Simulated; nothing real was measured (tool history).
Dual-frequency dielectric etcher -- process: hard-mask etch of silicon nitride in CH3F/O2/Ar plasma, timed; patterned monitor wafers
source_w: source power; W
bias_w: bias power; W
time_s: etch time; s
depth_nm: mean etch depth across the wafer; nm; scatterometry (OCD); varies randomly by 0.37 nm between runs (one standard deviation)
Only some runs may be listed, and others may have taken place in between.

| run | hour | source_w | bias_w | time_s | depth_nm |
|---|---|---|---|---|---|
| 1 | 0 | 550 | 54 | 105 | 70.112 |
| 2 | 2.3 | 550 | 54 | 105 | 69.868 |
| 3 | 8.5 | 620 | 54 | 105 | 72.909 |
| 4 | 11.2 | 590 | 53 | 105 | 71.359 |
| 5 | 19.8 | 570 | 52 | 105 | 70.388 |
| 6 | 20.8 | 520 | 52 | 105 | 68.608 |
| 7 | 24.2 | 500 | 51 | 105 | 66.809 |
| 8 | 27.6 | 490 | 51 | 105 | 67.28 |

The next listed run, before its measurement:
| 9 | 28.4 | 480 | 51 | 105 | ? |

{"run 9": {"depth_nm": 66.962}}
